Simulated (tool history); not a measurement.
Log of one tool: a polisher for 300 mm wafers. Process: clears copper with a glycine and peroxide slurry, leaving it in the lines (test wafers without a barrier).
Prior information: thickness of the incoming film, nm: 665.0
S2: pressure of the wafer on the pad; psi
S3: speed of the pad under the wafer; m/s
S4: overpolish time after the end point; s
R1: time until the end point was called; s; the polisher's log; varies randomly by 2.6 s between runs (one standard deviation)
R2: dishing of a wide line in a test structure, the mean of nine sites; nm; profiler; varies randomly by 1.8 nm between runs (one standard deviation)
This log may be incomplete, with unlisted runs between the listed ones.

run 1 hour=0.0 | flow_of_slurry_(ml/min)=275 S2=2.3 S3=1.30 S4=28 | R1=122.36 R2=76.467
run 2 hour=7.0 | flow_of_slurry_(ml/min)=275 S2=2.3 S3=1.30 S4=40 | R1=122.88 R2=86.152
run 3 hour=15.3 | flow_of_slurry_(ml/min)=275 S2=2.0 S3=1.28 S4=44 | R1=137.84 R2=86.068
run 4 hour=17.5 | flow_of_slurry_(ml/min)=275 S2=1.7 S3=1.26 S4=46 | R1=154.16 R2=85.383
run 5 hour=26.2 | flow_of_slurry_(ml/min)=325 S2=1.7 S3=1.26 S4=46 | R1=151.97 R2=85.492
run 6 hour=34.9 | flow_of_slurry_(ml/min)=325 S2=1.7 S3=1.06 S4=46 | R1=170.83 R2=85.990
run 7 hour=42.1 | flow_of_slurry_(ml/min)=325 S2=1.6 S3=1.06 S4=45 | R1=179.70 R2=78.075

Forecast run 8:
run 8 hour=47.5 | flow_of_slurry_(ml/min)=325 S2=1.5 S3=1.06 S4=46 | R1=? R2=?

R1: 184.78 s
R2: 76.198 nm

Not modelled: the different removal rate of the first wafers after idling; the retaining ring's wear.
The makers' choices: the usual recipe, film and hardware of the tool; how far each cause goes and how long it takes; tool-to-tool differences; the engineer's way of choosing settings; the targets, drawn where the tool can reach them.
